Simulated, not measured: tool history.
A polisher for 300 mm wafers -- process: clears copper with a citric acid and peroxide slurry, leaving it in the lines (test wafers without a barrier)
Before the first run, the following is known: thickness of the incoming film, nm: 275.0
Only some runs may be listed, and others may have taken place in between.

run,hour,flow of slurry (ml/min),pressure of the wafer on the pad (psi),speed of the pad under the wafer (m/s),abrasive content of the slurry,overpolish time after the end point (s),time until the end point was called (s),dishing of a wide line in a test structure (angstrom)
1,0.0,315,3.0,1.40,1.00,11,82.239,257.65
2,6.3,315,3.0,1.40,1.00,15,81.107,334.93
3,14.8,315,3.0,1.40,1.15,15,79.768,341.73
4,16.7,315,3.0,1.12,1.15,15,98.589,282.48
5,24.1,315,3.0,1.12,1.05,15,99.306,278.18
6,26.7,315,3.5,1.18,1.05,15,83.892,335.72
7,29.7,320,3.9,1.28,1.05,15,69.016,381.36
8,32.5,320,4.1,1.34,1.05,15,61.777,404.43

Run 9 has not been measured yet. What should we expect?
9,35.5,320,4.3,1.36,1.05,15,?,?

{"run 9": {"time until the end point was called (s)": 58.841, "dishing of a wide line in a test structure (angstrom)": 434.9}}
